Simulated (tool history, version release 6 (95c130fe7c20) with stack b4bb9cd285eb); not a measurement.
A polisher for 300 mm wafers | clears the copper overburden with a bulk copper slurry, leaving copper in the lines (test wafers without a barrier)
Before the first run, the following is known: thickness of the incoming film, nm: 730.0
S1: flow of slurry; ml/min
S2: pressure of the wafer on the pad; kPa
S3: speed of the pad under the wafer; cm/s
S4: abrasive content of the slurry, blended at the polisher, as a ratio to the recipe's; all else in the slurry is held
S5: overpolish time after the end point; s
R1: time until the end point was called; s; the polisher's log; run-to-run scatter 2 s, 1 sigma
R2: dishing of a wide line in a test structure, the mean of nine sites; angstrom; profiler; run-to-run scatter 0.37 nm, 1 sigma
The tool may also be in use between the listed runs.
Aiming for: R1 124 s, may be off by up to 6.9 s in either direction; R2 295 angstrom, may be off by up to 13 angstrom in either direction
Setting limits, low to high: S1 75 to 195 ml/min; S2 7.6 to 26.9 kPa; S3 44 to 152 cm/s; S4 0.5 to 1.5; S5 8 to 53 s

Run 1, hour 0: S1 125 ml/min, S2 17.2 kPa, S3 98 cm/s, S4 1, S5 27 s. Result: R1 83.388 s, R2 1025.6 angstrom.
Run 2, hour 5.7: S1 130 ml/min, S2 15.2 kPa, S3 94 cm/s, S4 1, S5 22 s. Result: R1 94.937 s, R2 802.37 angstrom.
Run 3, hour 8.9: S1 130 ml/min, S2 13.1 kPa, S3 94 cm/s, S4 1, S5 22 s. Result: R1 109.45 s, R2 721.17 angstrom.
Run 4, hour 16.9: S1 130 ml/min, S2 13.1 kPa, S3 80 cm/s, S4 1, S5 22 s. Result: R1 121.86 s, R2 678.59 angstrom.
Run 5, hour 21: S1 145 ml/min, S2 11.7 kPa, S3 76 cm/s, S4 1.1, S5 19 s. Result: R1 136.29 s, R2 563.21 angstrom.
Run 6, hour 25.7: S1 145 ml/min, S2 11.7 kPa, S3 76 cm/s, S4 0.95, S5 19 s. Result: R1 137.34 s, R2 543.64 angstrom.
Run 7, hour 32.4: S1 145 ml/min, S2 11.7 kPa, S3 76 cm/s, S4 0.95, S5 19 s. Result: R1 139.23 s, R2 547.44 angstrom.
Run 8, hour 39.5: S1 155 ml/min, S2 11 kPa, S3 82 cm/s, S4 0.85, S5 16 s. Result: R1 140.09 s, R2 466.38 angstrom.
Run 9, hour 43.1: S1 165 ml/min, S2 10.3 kPa, S3 92 cm/s, S4 0.75, S5 14 s. Result: R1 141.44 s, R2 422.22 angstrom.
Run 10, hour 46.7: S1 195 ml/min, S2 7.6 kPa, S3 120 cm/s, S4 0.5, S5 8 s. Result: R1 165.85 s, R2 224.02 angstrom.
Run 11, hour 55.2: S1 190 ml/min, S2 8.3 kPa, S3 122 cm/s, S4 0.5, S5 8 s. Result: R1 149.38 s, R2 240.49 angstrom.
Run 12, hour 58.1: S1 190 ml/min, S2 11.7 kPa, S3 122 cm/s, S4 0.5, S5 12 s. Result: R1 109.95 s, R2 461.51 angstrom.

5 candidate next runs follow, results not yet known. Just one meets every target within its allowed miss. Identify it.
Run A, hour 61: S1 195 ml/min, S2 8.3 kPa, S3 124 cm/s, S4 0.65, S5 11 s. Result: R1 ?, R2 ?.
Run B, hour 61: S1 195 ml/min, S2 13.1 kPa, S3 120 cm/s, S4 0.6, S5 23 s. Result: R1 ?, R2 ?.
Run C, hour 61: S1 165 ml/min, S2 11.7 kPa, S3 112 cm/s, S4 0.5, S5 21 s. Result: R1 ?, R2 ?.
Run D, hour 61: S1 195 ml/min, S2 9 kPa, S3 142 cm/s, S4 0.5, S5 8 s. Result: R1 ?, R2 ?.
Run E, hour 61: S1 195 ml/min, S2 9 kPa, S3 126 cm/s, S4 0.5, S5 10 s. Result: R1 ?, R2 ?.

move      R1      R2
   A  143.44  347.03
   B  96.049  839.41
   C   118.2  681.35
   D  125.34  299.25
   E  136.82  335.63
A: nearer the targets than the last run, but a result is still out of spec
B: misses by more than the last run did
C: misses by more than the last run did
D: all results in spec
E: nearer the targets than the last run, but a result is still out of spec
The right move is D.

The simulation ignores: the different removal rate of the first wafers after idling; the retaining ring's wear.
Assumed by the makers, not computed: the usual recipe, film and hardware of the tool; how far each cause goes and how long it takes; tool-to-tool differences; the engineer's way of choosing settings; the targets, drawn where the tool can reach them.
